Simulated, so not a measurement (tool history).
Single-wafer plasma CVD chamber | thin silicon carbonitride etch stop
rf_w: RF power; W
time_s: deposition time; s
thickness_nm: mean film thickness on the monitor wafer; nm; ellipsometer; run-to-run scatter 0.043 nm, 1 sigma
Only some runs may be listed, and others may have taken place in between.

run 1 hour=0.0 | rf_w=175 time_s=25.7 | thickness_nm=13.851
run 2 hour=4.0 | rf_w=165 time_s=25.7 | thickness_nm=13.562
run 3 hour=9.9 | rf_w=165 time_s=28.1 | thickness_nm=14.844
run 4 hour=17.7 | rf_w=165 time_s=29.7 | thickness_nm=15.683
run 5 hour=22.8 | rf_w=155 time_s=28.0 | thickness_nm=14.514
run 6 hour=24.4 | rf_w=150 time_s=26.9 | thickness_nm=13.623

Run 7 comes next. What will it give?
run 7 hour=26.9 | rf_w=145 time_s=26.6 | thickness_nm=?

thickness_nm: 13.470 nm

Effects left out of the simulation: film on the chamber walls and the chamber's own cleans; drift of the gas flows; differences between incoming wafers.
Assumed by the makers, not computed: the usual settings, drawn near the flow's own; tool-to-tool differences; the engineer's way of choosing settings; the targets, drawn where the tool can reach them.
